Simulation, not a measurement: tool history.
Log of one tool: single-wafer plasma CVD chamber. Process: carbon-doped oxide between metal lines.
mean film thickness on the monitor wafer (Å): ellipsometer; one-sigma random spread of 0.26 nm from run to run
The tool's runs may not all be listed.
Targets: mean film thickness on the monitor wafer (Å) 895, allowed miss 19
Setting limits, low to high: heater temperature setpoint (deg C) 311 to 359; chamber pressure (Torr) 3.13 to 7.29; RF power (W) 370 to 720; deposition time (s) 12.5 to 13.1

run,hour,heater temperature setpoint (deg C),chamber pressure (Torr),RF power (W),deposition time (s),mean film thickness on the monitor wafer (Å)
1,0,335,5.21,545,13.1,701.95
2,5.4,335,5.21,485,13.1,626.83
3,10.2,331,5.58,535,13.1,713.46
4,12.7,326,6.05,555,13.1,761.27
5,19.2,326,6.05,625,13.1,843.58
6,20.3,326,5.19,625,13.1,819.66
# hour 24.1: capacitance manometer re-zeroed and calibrated
7,24.1,323,5.4,630,13.1,853.64
8,25.1,323,5.4,630,13.1,851
9,30,321,5.47,630,13.1,861.63
10,37.7,319,5.52,630,13.1,871.74

5 next moves are on the table. One of them brings every result within its allowed miss. Which?
A,45.4,315,5.45,625,12.5,?
B,45.4,322,5.36,615,13.1,?
C,45.4,318,5.86,685,13.1,?
D,45.4,322,5.98,675,13.1,?
E,45.4,321,6,670,12.7,?

move,mean film thickness on the monitor wafer (Å)
A,843.67
B,840.69
C,950.03
D,924.04
E,895.38
A: lands further from the targets than the last run did
B: lands further from the targets than the last run did
C: the result that was furthest off in the last run now lies on the other side of its target
D: the result that was furthest off in the last run now lies on the other side of its target
E: all results in spec
Go with E: it meets all targets.
